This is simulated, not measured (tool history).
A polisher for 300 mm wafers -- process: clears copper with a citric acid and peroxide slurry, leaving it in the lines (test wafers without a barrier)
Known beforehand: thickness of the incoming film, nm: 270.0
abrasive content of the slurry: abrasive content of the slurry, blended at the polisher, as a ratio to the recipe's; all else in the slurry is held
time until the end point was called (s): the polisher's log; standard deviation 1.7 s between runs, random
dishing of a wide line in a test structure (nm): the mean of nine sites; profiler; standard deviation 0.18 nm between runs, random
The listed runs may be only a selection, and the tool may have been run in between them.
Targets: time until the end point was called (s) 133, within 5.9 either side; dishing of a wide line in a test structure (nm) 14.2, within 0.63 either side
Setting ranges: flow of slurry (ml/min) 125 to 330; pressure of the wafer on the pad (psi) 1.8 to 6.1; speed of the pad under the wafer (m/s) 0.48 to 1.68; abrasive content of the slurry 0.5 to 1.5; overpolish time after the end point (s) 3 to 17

| run | day | flow of slurry (ml/min) | pressure of the wafer on the pad (psi) | speed of the pad under the wafer (m/s) | abrasive content of the slurry | overpolish time after the end point (s) | time until the end point was called (s) | dishing of a wide line in a test structure (nm) |
|---|---|---|---|---|---|---|---|---|
| 1 | 0 | 210 | 3.9 | 1.08 | 1 | 9 | 82.183 | 22.658 |
| 2 | 0.258 | 210 | 3.4 | 1.08 | 1 | 9 | 92.202 | 20.523 |
| 3 | 0.329 | 210 | 3.4 | 1.08 | 1 | 7 | 92.206 | 15.845 |
| 4 | 0.6 | 210 | 3.4 | 1.08 | 1.2 | 7 | 86.96 | 16.146 |
| 5 | 0.679 | 210 | 3.8 | 1.08 | 1.2 | 7 | 79.059 | 18.104 |
| 6 | 0.825 | 205 | 3.6 | 1.08 | 1.2 | 7 | 84.649 | 17.293 |
| 7 | 0.942 | 200 | 3.4 | 1.08 | 1.2 | 7 | 89.568 | 16.268 |
| 8 | 1 | 195 | 3.3 | 1.08 | 1.2 | 7 | 91.932 | 15.696 |
| 9 | 1.15 | 195 | 3.3 | 1.08 | 1.2 | 7 | 90.357 | 16.045 |
| 10 | 1.462 | 195 | 3.3 | 1.08 | 1.2 | 7 | 92.932 | 15.665 |
| 11 | 1.746 | 190 | 3.2 | 1.08 | 1.2 | 7 | 92.819 | 15.765 |
| 12 | 1.871 | 190 | 3.1 | 1.08 | 1.2 | 7 | 99.643 | 15.342 |
| 13 | 2.167 | 185 | 3 | 1.08 | 1.2 | 7 | 103.94 | 14.275 |
| 14 | 2.421 | 150 | 2.1 | 1.06 | 1.2 | 10 | 149.14 | 14.082 |
| 15 | 2.746 | 155 | 2.1 | 1.06 | 1.2 | 10 | 149.19 | 14.098 |
| 16 | 2.808 | 160 | 2.1 | 1.06 | 1.2 | 10 | 146.09 | 14.491 |
| 17 | 3.075 | 165 | 2.1 | 1.06 | 1.2 | 10 | 147.32 | 14.455 |
| 18 | 3.283 | 170 | 2.1 | 1.06 | 1.2 | 10 | 144.41 | 14.369 |
| 19 | 3.65 | 175 | 2.1 | 1.06 | 1.2 | 10 | 143.16 | 14.454 |
| 20 | 3.942 | 180 | 2.1 | 1.06 | 1.2 | 10 | 142.47 | 14.937 |

Which one of the following 5 next-run settings gets every result inside its allowed miss? There is exactly one.
| A | 4.233 | 185 | 2 | 1.26 | 1.05 | 9 | ? | ? |
| B | 4.233 | 165 | 2.2 | 1 | 1.15 | 10 | ? | ? |
| C | 4.233 | 165 | 2.3 | 0.94 | 1.25 | 11 | ? | ? |
| D | 4.233 | 275 | 2.5 | 0.82 | 0.9 | 9 | ? | ? |
| E | 4.233 | 130 | 2.4 | 0.9 | 1.3 | 9 | ? | ? |

| move | time until the end point was called (s) | dishing of a wide line in a test structure (nm) |
|---|---|---|
| A | 132.78 | 14.034 |
| B | 145.59 | 14.242 |
| C | 144.15 | 15.744 |
| D | 146.69 | 12.824 |
| E | 148.23 | 12.688 |
A: meets every target
B: further off than the last run
C: further off than the last run
D: further off than the last run
E: further off than the last run
Go with A: it meets all targets.
